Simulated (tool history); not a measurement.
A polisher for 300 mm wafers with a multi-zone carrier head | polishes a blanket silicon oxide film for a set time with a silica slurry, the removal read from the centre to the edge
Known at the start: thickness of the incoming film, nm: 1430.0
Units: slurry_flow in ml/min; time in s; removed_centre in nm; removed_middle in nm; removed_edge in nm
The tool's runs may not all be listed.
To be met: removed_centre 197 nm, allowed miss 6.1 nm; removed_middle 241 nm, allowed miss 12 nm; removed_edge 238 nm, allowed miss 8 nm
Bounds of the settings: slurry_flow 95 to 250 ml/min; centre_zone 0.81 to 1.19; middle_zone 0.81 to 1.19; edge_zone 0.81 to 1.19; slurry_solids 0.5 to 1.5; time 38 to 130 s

run,hour,slurry_flow,centre_zone,middle_zone,edge_zone,slurry_solids,time,removed_centre,removed_middle,removed_edge
1,0,160,1,1,1,1,84,262.93,261.49,255.8
2,7.8,145,0.94,1,1,1,84,241.68,258.59,247.88
3,15.2,135,0.9,0.99,1.02,1,84,226.58,260.61,246.15
4,20.1,125,0.88,0.96,1.03,1,84,220.7,242.25,246.72
5,21.3,125,0.88,0.96,1.07,1,84,225.23,248.05,249.55
6,29.8,115,0.86,0.96,1.06,1,84,210.73,236.13,242.96
7,36.6,110,0.85,0.97,1.06,1,84,208.03,240.79,245.54
# hour 37.6: edge zone pressure recalibrated
8,37.6,110,0.84,0.98,1.05,1,84,200.6,239.55,254.93
9,45.7,125,0.84,0.98,1.03,0.95,84,203.16,248.14,255.7

Which of these 4 next moves meets every target?
A,53.8,160,0.87,1.1,0.99,1,76,?,?,?
B,53.8,120,0.83,1.02,0.96,1.2,77,?,?,?
C,53.8,95,0.84,0.82,1.02,0.8,98,?,?,?
D,53.8,115,0.81,1.05,1.06,0.95,89,?,?,?

move,removed_centre,removed_middle,removed_edge
A,206.73,249.85,236.95
B,197.52,240.25,239.57
C,214.3,227.14,271.7
D,206.87,263.04,270.77
A: brings the result that was furthest off to its target, and leaves another outside
B: meets every target
C: further off than the last run
D: further off than the last run
The right move is B.
